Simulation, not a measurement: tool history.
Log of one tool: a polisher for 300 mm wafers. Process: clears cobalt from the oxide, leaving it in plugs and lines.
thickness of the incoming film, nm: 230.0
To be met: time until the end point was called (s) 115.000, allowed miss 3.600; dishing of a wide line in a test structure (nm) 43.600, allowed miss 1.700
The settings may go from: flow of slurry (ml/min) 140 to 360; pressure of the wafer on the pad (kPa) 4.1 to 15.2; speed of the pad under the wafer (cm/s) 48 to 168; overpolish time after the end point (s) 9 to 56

run  hour  flow of slurry (ml/min)  pressure of the wafer on the pad (kPa)  speed of the pad under the wafer (cm/s)  overpolish time after the end point (s)  time until the end point was called (s)  dishing of a wide line in a test structure (nm)
  1   0.0                      230                                     9.7                                      108                                       29                                   50.090                                           47.328
  2   3.8                      230                                     9.7                                      108                                       34                                   50.223                                           49.650
  3   9.3                      225                                     8.3                                      102                                       36                                   61.371                                           48.445
  4  18.2                      225                                     6.9                                      102                                       36                                   73.567                                           45.713
  5  26.5                      225                                     6.9                                       86                                       36                                   84.652                                           42.936
  6  30.2                      225                                     4.8                                       86                                       36                                  119.600                                           37.358
  7  32.1                      235                                     5.5                                       84                                       50                                  106.970                                           45.620
  8  38.6                      235                                     5.5                                       84                                       49                                  107.790                                           45.642
  9  44.7                      225                                     4.8                                       84                                       45                                  122.560                                           42.261

Which of these 5 next moves meets every target?
  A  50.8                      185                                     4.8                                       86                                       51                                        ?                                                ?
  B  50.8                      175                                     5.5                                       74                                       49                                        ?                                                ?
  C  50.8                      345                                     5.5                                       74                                       49                                        ?                                                ?
  D  50.8                      190                                     6.2                                       64                                       54                                        ?                                                ?
  E  50.8                      220                                     4.8                                       82                                       50                                        ?                                                ?

move  time until the end point was called (s)  dishing of a wide line in a test structure (nm)
   A                                  121.830                                           44.438
   B                                  122.230                                           43.655
   C                                  115.060                                           44.739
   D                                  121.690                                           45.460
   E                                  124.590                                           43.730
A: nearer than the last run, and not there yet
B: as far off as the last run
C: meets every target
D: nearer than the last run, and not there yet
E: further off than the last run
Move C is the one to make.
